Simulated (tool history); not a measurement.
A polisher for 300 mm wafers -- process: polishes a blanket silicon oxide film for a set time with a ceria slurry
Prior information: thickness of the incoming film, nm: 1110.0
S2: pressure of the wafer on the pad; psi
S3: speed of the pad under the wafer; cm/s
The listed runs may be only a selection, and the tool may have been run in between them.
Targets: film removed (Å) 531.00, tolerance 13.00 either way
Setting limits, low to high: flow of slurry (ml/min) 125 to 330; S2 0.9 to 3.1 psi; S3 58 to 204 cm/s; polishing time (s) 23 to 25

Run 1, hour 0.0: flow of slurry (ml/min) 210, S2 2.0 psi, S3 130 cm/s, polishing time (s) 25. Result: film removed (Å) 726.55.
Run 2, hour 5.3: flow of slurry (ml/min) 205, S2 1.8 psi, S3 130 cm/s, polishing time (s) 25. Result: film removed (Å) 654.42.
Run 3, hour 10.0: flow of slurry (ml/min) 200, S2 1.7 psi, S3 130 cm/s, polishing time (s) 25. Result: film removed (Å) 613.19.
Run 4, hour 15.4: flow of slurry (ml/min) 165, S2 1.7 psi, S3 130 cm/s, polishing time (s) 25. Result: film removed (Å) 599.37.
Run 5, hour 19.3: flow of slurry (ml/min) 165, S2 1.9 psi, S3 130 cm/s, polishing time (s) 25. Result: film removed (Å) 668.48.
Run 6, hour 25.8: flow of slurry (ml/min) 165, S2 1.9 psi, S3 130 cm/s, polishing time (s) 25. Result: film removed (Å) 661.38.
Run 7, hour 27.5: flow of slurry (ml/min) 160, S2 1.8 psi, S3 130 cm/s, polishing time (s) 25. Result: film removed (Å) 634.16.
Run 8, hour 35.3: flow of slurry (ml/min) 160, S2 1.7 psi, S3 130 cm/s, polishing time (s) 25. Result: film removed (Å) 605.27.
Run 9, hour 36.1: flow of slurry (ml/min) 160, S2 1.6 psi, S3 130 cm/s, polishing time (s) 25. Result: film removed (Å) 569.97.
Run 10, hour 41.2: flow of slurry (ml/min) 155, S2 1.6 psi, S3 130 cm/s, polishing time (s) 25. Result: film removed (Å) 557.39.

Below are 4 possible settings for the next run. Only one of them brings all results inside the allowed miss of their targets. Which is it?
Run A, hour 46.3: flow of slurry (ml/min) 170, S2 1.5 psi, S3 164 cm/s, polishing time (s) 24. Result: film removed (Å) ?.
Run B, hour 46.3: flow of slurry (ml/min) 195, S2 1.7 psi, S3 136 cm/s, polishing time (s) 24. Result: film removed (Å) ?.
Run C, hour 46.3: flow of slurry (ml/min) 200, S2 1.8 psi, S3 124 cm/s, polishing time (s) 23. Result: film removed (Å) ?.
Run D, hour 46.3: flow of slurry (ml/min) 125, S2 1.8 psi, S3 122 cm/s, polishing time (s) 23. Result: film removed (Å) ?.

move  film removed (Å)
   A            624.33
   B            613.78
   C            578.98
   D            538.26
A: lands further from the targets than the last run did
B: lands further from the targets than the last run did
C: lands further from the targets than the last run did
D: in spec on every target
So the answer is move D, the one that meets all the targets.

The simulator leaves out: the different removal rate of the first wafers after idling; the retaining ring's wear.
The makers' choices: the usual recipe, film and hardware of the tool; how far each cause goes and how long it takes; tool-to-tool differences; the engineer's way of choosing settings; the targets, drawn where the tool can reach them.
